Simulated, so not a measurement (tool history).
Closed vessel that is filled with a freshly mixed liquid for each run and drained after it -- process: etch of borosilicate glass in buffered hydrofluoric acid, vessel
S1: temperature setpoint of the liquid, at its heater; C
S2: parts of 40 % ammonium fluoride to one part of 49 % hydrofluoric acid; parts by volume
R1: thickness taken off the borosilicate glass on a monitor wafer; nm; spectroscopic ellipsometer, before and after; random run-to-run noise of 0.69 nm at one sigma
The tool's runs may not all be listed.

run 1 hour=0.0 | S1=22.0 S2=9.0 time_in_the_liquid_(s)=35 | R1=41.828
run 2 hour=3.2 | S1=23.5 S2=8.5 time_in_the_liquid_(s)=35 | R1=48.411
run 3 hour=9.1 | S1=23.5 S2=8.5 time_in_the_liquid_(s)=30 | R1=41.697
run 4 hour=16.1 | S1=23.5 S2=10.5 time_in_the_liquid_(s)=30 | R1=34.897
run 5 hour=16.9 | S1=24.5 S2=9.5 time_in_the_liquid_(s)=30 | R1=39.494
run 6 hour=18.0 | S1=25.5 S2=8.5 time_in_the_liquid_(s)=30 | R1=46.174
run 7 hour=23.7 | S1=26.5 S2=8.0 time_in_the_liquid_(s)=30 | R1=51.483
run 8 hour=25.9 | S1=26.5 S2=8.0 time_in_the_liquid_(s)=30 | R1=52.439
run 9 hour=29.7 | S1=27.0 S2=7.5 time_in_the_liquid_(s)=30 | R1=57.552
run 10 hour=32.1 | S1=27.5 S2=7.0 time_in_the_liquid_(s)=30 | R1=63.160
run 11 hour=40.9 | S1=30.0 S2=5.0 time_in_the_liquid_(s)=35 | R1=113.790

Run 12 has not been measured yet. What should we expect?
run 12 hour=49.3 | S1=27.0 S2=5.0 time_in_the_liquid_(s)=35 | R1=?

R1: 98.644 nm
